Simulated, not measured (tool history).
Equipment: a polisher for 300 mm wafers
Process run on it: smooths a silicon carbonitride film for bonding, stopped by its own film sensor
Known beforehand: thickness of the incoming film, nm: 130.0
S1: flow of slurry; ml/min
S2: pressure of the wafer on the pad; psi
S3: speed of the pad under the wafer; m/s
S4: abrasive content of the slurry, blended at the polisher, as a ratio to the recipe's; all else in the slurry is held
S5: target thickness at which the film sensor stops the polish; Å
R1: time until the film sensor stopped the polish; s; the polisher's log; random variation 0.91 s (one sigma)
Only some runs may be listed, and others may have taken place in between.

run 1 day=0 | S1=265 S2=1.8 S3=0.7 S4=1 S5=1010 | R1=154.24
run 2 day=0.192 | S1=265 S2=1.9 S3=0.7 S4=1 S5=1010 | R1=143.66
run 3 day=0.358 | S1=265 S2=2 S3=0.7 S4=1 S5=1010 | R1=136.6
run 4 day=0.662 | S1=265 S2=2.1 S3=0.7 S4=1 S5=1010 | R1=131.65
run 5 day=0.962 | S1=265 S2=2.2 S3=0.7 S4=1 S5=1010 | R1=122.83
run 6 day=1.121 | S1=265 S2=2.2 S3=0.7 S4=1.15 S5=1010 | R1=115.06
run 7 day=1.167 | S1=265 S2=2.3 S3=0.7 S4=1.15 S5=1010 | R1=109.79

Forecast run 8:
run 8 day=1.296 | S1=270 S2=2.5 S3=0.7 S4=1.15 S5=1010 | R1=?

{"run 8": {"R1": 102.18}}

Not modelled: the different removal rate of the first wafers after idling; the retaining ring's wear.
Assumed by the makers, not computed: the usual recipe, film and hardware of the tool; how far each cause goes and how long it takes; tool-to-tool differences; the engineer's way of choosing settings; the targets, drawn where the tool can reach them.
